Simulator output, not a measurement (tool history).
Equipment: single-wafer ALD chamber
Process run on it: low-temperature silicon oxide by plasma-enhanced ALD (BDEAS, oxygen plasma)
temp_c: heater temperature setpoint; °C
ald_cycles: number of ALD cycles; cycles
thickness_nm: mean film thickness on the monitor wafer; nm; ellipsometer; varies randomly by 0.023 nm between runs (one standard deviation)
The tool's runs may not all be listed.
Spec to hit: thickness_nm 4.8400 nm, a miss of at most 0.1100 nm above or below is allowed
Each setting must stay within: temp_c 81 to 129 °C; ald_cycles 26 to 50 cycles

| run | day | temp_c | ald_cycles | thickness_nm |
|---|---|---|---|---|
| 1 | 0.000 | 105 | 38 | 5.6839 |
| 2 | 0.367 | 106 | 37 | 5.5616 |
| 3 | 0.558 | 106 | 36 | 5.3734 |
| 4 | 0.733 | 107 | 35 | 5.2218 |
| 5 | 1.088 | 107 | 38 | 5.6823 |
| 6 | 1.258 | 99 | 38 | 5.7376 |
| 7 | 1.417 | 99 | 37 | 5.6269 |
| 8 | 1.458 | 100 | 36 | 5.4465 |
| 9 | 1.492 | 101 | 35 | 5.3221 |
| 10 | 1.571 | 102 | 34 | 5.1159 |

Consider the 4 candidate settings below. Which is the only one whose results all fall within their allowed miss of target?
| A | 1.650 | 109 | 30 | ? |
| B | 1.650 | 102 | 32 | ? |
| C | 1.650 | 104 | 30 | ? |
| D | 1.650 | 106 | 31 | ? |

| move | thickness_nm |
|---|---|
| A | 4.4302 |
| B | 4.7885 |
| C | 4.4724 |
| D | 4.6040 |
A: takes the biggest miss from the last run beyond its target
B: in spec on every target
C: takes the biggest miss from the last run beyond its target
D: takes the biggest miss from the last run beyond its target
Move B is the one to make.

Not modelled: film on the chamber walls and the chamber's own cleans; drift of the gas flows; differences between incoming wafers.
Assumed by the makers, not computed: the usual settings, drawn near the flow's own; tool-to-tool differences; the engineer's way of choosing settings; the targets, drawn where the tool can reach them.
